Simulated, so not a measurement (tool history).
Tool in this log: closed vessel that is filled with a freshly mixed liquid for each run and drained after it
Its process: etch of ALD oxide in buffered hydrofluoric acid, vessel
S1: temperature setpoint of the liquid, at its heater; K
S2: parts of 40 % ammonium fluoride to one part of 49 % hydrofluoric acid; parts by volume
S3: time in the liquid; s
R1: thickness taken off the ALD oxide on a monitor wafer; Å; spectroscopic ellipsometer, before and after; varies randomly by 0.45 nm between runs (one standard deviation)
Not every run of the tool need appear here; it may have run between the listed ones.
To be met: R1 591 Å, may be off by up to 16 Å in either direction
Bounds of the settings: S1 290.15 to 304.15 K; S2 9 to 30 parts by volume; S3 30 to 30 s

run	hour	S1	S2	S3	R1
1	0	296.15	24	30	238.54
2	2.1	294.15	24	30	213.58
3	9.6	297.15	20	30	286.5
4	15.1	297.15	24	30	250.2
5	17.3	297.15	17.5	30	321.63
6	21.4	297.15	17.5	30	325.66
7	23.8	301.15	10	30	699.77
8	32.1	300.65	10	30	679.45
9	34.7	300.15	10	30	656.66
10	41.7	299.65	10	30	640.29
# hour 50.4: thermometer replaced
11	50.4	299.15	10	30	685.11
12	59.4	297.65	10	30	627.7
13	67.6	297.15	10	30	615.69

Of the 5 settings listed for the next run, only one would bring every result within its allowed miss of target. Which one?
A	75.8	296.65	9	30	?
B	75.8	301.15	12	30	?
C	75.8	300.15	11.5	30	?
D	75.8	301.15	13	30	?
E	75.8	298.65	10.5	30	?

move	R1
A	638.96
B	638.14
C	630.66
D	590.13
E	635.74
A: its largest miss is bigger than the last run's
B: its largest miss is bigger than the last run's
C: its largest miss is bigger than the last run's
D: meets every target
E: its largest miss is bigger than the last run's
Correct choice: D, which meets every target
